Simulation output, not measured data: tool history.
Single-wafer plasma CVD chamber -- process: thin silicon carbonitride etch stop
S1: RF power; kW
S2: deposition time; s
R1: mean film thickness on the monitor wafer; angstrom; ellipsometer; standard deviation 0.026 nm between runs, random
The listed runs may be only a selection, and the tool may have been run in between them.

{"run": 1, "hour": 0.0, "S1": 0.24, "S2": 16.3, "R1": 95.256}
{"run": 2, "hour": 5.7, "S1": 0.27, "S2": 16.3, "R1": 99.223}
{"run": 3, "hour": 7.0, "S1": 0.255, "S2": 15.9, "R1": 95.288}
{"run": 4, "hour": 9.3, "S1": 0.27, "S2": 15.9, "R1": 96.775}
{"run": 5, "hour": 10.4, "S1": 0.255, "S2": 15.6, "R1": 92.935}
{"run": 6, "hour": 15.3, "S1": 0.245, "S2": 15.4, "R1": 90.631}
{"run": 7, "hour": 18.3, "S1": 0.235, "S2": 15.3, "R1": 89.1}

Predict the results of run 8:
{"run": 8, "hour": 23.6, "S1": 0.23, "S2": 15.2, "R1": "?"}

Run 8 yielded R1 88.113 angstrom.
